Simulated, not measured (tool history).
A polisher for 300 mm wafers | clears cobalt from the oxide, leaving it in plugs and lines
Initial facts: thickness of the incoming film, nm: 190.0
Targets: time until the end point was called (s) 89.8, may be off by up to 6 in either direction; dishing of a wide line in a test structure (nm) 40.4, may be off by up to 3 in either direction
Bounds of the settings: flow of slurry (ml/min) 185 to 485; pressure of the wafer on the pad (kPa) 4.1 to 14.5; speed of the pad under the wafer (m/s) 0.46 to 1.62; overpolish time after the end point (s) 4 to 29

run,day,flow of slurry (ml/min),pressure of the wafer on the pad (kPa),speed of the pad under the wafer (m/s),overpolish time after the end point (s),time until the end point was called (s),dishing of a wide line in a test structure (nm)
1,0,310,9,1.04,15,53.978,38.607
2,0.154,310,8.3,1.04,16,59.644,38.135
3,0.392,310,7.6,1.04,17,62.614,39.256
4,0.7,310,6.9,1.04,18,68.888,38.587
5,0.938,310,6.9,1.04,19,67.701,38.425
6,1.179,310,6.9,1.24,19,59.112,42.725
7,1.217,310,6.2,1.22,20,68.127,40.696
8,1.5,310,6.2,1.22,21,65.233,44.176
9,1.729,310,6.2,1.22,21,65.25,43.334

Consider the 5 candidate settings below. Which is the only one whose results all fall within their allowed miss of target?
A,1.958,290,6.2,1.12,22,?,?
B,1.958,300,6.9,1.18,19,?,?
C,1.958,230,6.9,0.98,24,?,?
D,1.958,270,8.3,1.42,17,?,?
E,1.958,275,4.8,1.12,26,?,?

move,time until the end point was called (s),dishing of a wide line in a test structure (nm)
A,72.23,41.349
B,62.05,41.419
C,74.953,42.659
D,43.97,47.3
E,92.031,39.529
A: closes in on the targets versus the last run, not all within tolerance yet
B: the biggest miss grows against the last run
C: closes in on the targets versus the last run, not all within tolerance yet
D: the biggest miss grows against the last run
E: every result lands within tolerance
E meets every target.

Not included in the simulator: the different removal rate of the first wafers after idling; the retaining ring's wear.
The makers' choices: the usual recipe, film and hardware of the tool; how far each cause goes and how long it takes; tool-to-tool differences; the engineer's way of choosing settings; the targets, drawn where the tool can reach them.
